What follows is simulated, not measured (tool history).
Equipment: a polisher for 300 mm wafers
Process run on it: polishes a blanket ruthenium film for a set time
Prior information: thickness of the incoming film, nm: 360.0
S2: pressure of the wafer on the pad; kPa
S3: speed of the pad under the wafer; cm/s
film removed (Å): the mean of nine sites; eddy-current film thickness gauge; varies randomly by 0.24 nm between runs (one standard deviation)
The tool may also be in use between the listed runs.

run 1 hour=0.0 | flow_of_slurry_(ml/min)=220 S2=12.4 S3=84 polishing_time_(s)=29 | film_removed_(Å)=240.30
run 2 hour=5.0 | flow_of_slurry_(ml/min)=220 S2=10.3 S3=84 polishing_time_(s)=29 | film_removed_(Å)=199.56
run 3 hour=6.8 | flow_of_slurry_(ml/min)=220 S2=9.0 S3=84 polishing_time_(s)=29 | film_removed_(Å)=174.21
run 4 hour=9.2 | flow_of_slurry_(ml/min)=225 S2=9.7 S3=84 polishing_time_(s)=29 | film_removed_(Å)=187.17
run 5 hour=12.3 | flow_of_slurry_(ml/min)=230 S2=10.3 S3=84 polishing_time_(s)=29 | film_removed_(Å)=197.21
run 6 hour=20.6 | flow_of_slurry_(ml/min)=230 S2=10.3 S3=84 polishing_time_(s)=29 | film_removed_(Å)=202.61
run 7 hour=29.4 | flow_of_slurry_(ml/min)=240 S2=11.0 S3=84 polishing_time_(s)=29 | film_removed_(Å)=215.08
run 8 hour=33.8 | flow_of_slurry_(ml/min)=245 S2=11.7 S3=84 polishing_time_(s)=29 | film_removed_(Å)=226.14

What does the tool deliver on the next run?
run 9 hour=41.2 | flow_of_slurry_(ml/min)=245 S2=12.4 S3=84 polishing_time_(s)=29 | film_removed_(Å)=?

film removed (Å): 239.96
